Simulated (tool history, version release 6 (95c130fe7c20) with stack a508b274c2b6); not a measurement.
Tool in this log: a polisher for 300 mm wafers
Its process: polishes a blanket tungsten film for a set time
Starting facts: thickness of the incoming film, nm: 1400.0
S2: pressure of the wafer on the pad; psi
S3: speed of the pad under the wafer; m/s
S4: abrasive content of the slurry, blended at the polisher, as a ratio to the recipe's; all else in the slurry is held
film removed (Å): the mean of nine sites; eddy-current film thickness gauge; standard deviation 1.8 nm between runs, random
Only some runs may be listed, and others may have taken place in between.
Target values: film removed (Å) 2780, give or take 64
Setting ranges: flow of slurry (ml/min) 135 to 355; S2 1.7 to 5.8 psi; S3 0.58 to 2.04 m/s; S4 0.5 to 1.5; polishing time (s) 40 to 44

run 1 hour=0 | flow_of_slurry_(ml/min)=225 S2=3.7 S3=1.3 S4=1 polishing_time_(s)=44 | film_removed_(Å)=2444.4
run 2 hour=8.5 | flow_of_slurry_(ml/min)=265 S2=3.7 S3=1.3 S4=1 polishing_time_(s)=44 | film_removed_(Å)=2457.1
run 3 hour=11.1 | flow_of_slurry_(ml/min)=265 S2=3.8 S3=1.3 S4=1 polishing_time_(s)=44 | film_removed_(Å)=2517.7
run 4 hour=16.8 | flow_of_slurry_(ml/min)=265 S2=3.9 S3=1.3 S4=1 polishing_time_(s)=44 | film_removed_(Å)=2603.7
run 5 hour=19.4 | flow_of_slurry_(ml/min)=265 S2=3.9 S3=1.58 S4=1 polishing_time_(s)=44 | film_removed_(Å)=3040.4
run 6 hour=20.2 | flow_of_slurry_(ml/min)=215 S2=3.9 S3=1.58 S4=1 polishing_time_(s)=44 | film_removed_(Å)=2964.3
run 7 hour=22.4 | flow_of_slurry_(ml/min)=210 S2=3.9 S3=1.58 S4=1 polishing_time_(s)=44 | film_removed_(Å)=3006.6
run 8 hour=27.8 | flow_of_slurry_(ml/min)=210 S2=3.8 S3=1.58 S4=1 polishing_time_(s)=44 | film_removed_(Å)=2897.1

Consider the 5 candidate settings below. Which is the only one whose results all fall within their allowed miss of target?
run A hour=33.2 | flow_of_slurry_(ml/min)=300 S2=3.9 S3=1.42 S4=1.15 polishing_time_(s)=44 | film_removed_(Å)=?
run B hour=33.2 | flow_of_slurry_(ml/min)=190 S2=3.9 S3=1.76 S4=1 polishing_time_(s)=42 | film_removed_(Å)=?
run C hour=33.2 | flow_of_slurry_(ml/min)=215 S2=3.6 S3=1.62 S4=1.1 polishing_time_(s)=42 | film_removed_(Å)=?
run D hour=33.2 | flow_of_slurry_(ml/min)=210 S2=3.9 S3=1.72 S4=0.95 polishing_time_(s)=42 | film_removed_(Å)=?
run E hour=33.2 | flow_of_slurry_(ml/min)=200 S2=4 S3=1.7 S4=0.85 polishing_time_(s)=42 | film_removed_(Å)=?

move=A film_removed_(Å)=2913.1
move=B film_removed_(Å)=3080
move=C film_removed_(Å)=2764.6
move=D film_removed_(Å)=3019.1
move=E film_removed_(Å)=2964
A: its largest miss is bigger than the last run's
B: its largest miss is bigger than the last run's
C: each result inside its tolerance
D: its largest miss is bigger than the last run's
E: its largest miss is bigger than the last run's
Answer: C

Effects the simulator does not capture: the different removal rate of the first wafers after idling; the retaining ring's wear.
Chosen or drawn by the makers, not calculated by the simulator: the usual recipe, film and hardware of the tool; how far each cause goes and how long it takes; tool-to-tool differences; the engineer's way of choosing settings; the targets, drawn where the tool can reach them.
